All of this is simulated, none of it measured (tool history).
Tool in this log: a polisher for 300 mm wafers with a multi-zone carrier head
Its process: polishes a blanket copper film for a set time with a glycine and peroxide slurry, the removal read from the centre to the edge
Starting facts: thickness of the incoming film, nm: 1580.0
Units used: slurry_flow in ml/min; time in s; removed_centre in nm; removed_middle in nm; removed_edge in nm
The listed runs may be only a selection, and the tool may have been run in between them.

run	hour	slurry_flow	centre_zone	middle_zone	edge_zone	time	removed_centre	removed_middle	removed_edge
1	0	200	1	1	1	73	461.75	457.7	456.4
2	6.9	200	1	1.08	1	73	474.09	501.96	449.96
3	9	215	1.05	1.07	1.03	74	503.52	510.64	476.11
4	12	215	1	1.07	1.03	74	480.37	508.16	463.68
5	16.3	225	1.05	1.06	1.01	75	518.03	502.31	473.49
6	17.4	235	1.09	1.06	1.03	76	542.39	507.39	487.7
7	26.1	240	1.12	1.06	1.04	77	567.24	522.29	500.24
8	33.9	245	1.14	1.06	1.04	78	582.45	517.73	513.38
9	39.2	250	1.15	1.06	1.04	78	596.82	524.29	507.54

Run 10 has not been measured yet. What should we expect?
10	43.8	255	1.16	1.06	1.05	78	?	?	?

{"run 10": {"removed_centre": 592.01, "removed_middle": 534.91, "removed_edge": 513.88}}
